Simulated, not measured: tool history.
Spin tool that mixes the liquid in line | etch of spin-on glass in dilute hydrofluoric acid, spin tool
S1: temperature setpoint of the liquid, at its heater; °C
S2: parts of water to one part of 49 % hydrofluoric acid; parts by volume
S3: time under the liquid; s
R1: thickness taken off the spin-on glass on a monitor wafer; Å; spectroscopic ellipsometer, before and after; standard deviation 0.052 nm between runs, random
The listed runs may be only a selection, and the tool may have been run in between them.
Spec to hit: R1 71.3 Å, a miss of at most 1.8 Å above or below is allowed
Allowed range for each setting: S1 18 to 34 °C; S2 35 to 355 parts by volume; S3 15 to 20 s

run	hour	S1	S2	S3	R1
1	0	26	195	20	34.276
2	4.5	26	195	20	34.55
3	8	23	195	20	30.449
4	13.3	19.5	195	20	26.756
5	22.3	19.5	260	20	18.973
6	22.8	18	260	20	17.743
7	27.6	21	230	20	23.63
8	30.5	23.5	205	20	29.356
9	35.2	25.5	185	20	36.004

Of the 4 settings listed for the next run, only one would bring every result within its allowed miss of target. Which one?
A	39.9	25	100	20	?
B	39.9	30.5	115	20	?
C	39.9	25	95	20	?
D	39.9	23.5	90	20	?

move	R1
A	72.555
B	76.481
C	76.823
D	76.814
A: meets every target
B: carries the result that was furthest off beyond its target, to the other side
C: carries the result that was furthest off beyond its target, to the other side
D: carries the result that was furthest off beyond its target, to the other side
Go with A: it meets all targets.
